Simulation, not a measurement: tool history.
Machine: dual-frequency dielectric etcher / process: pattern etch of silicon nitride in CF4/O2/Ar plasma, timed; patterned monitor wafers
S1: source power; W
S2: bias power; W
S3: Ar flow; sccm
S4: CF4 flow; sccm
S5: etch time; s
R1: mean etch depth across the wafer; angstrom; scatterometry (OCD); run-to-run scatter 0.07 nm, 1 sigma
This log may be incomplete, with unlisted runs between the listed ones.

| run | hour | S1 | S2 | S3 | S4 | S5 | R1 |
|---|---|---|---|---|---|---|---|
| 1 | 0.0 | 460 | 57 | 109 | 115 | 7.5 | 156.76 |
| 2 | 2.8 | 440 | 57 | 109 | 115 | 7.5 | 149.19 |
| 3 | 8.8 | 480 | 57 | 109 | 115 | 7.5 | 161.41 |
| 4 | 16.0 | 520 | 57 | 109 | 115 | 7.5 | 178.38 |
| 5 | 23.4 | 520 | 57 | 93 | 115 | 7.5 | 181.80 |
| 6 | 26.0 | 520 | 57 | 93 | 102 | 7.5 | 178.21 |
| 7 | 34.8 | 490 | 57 | 93 | 102 | 7.5 | 166.69 |
| 8 | 36.4 | 460 | 57 | 93 | 102 | 7.5 | 155.35 |
| 9 | 40.9 | 440 | 57 | 93 | 102 | 7.5 | 147.86 |
| 10 | 44.5 | 420 | 57 | 93 | 102 | 7.5 | 141.89 |

The next listed run, before its measurement:
| 11 | 49.6 | 410 | 57 | 93 | 102 | 7.5 | ? |

R1: 139.23 angstrom
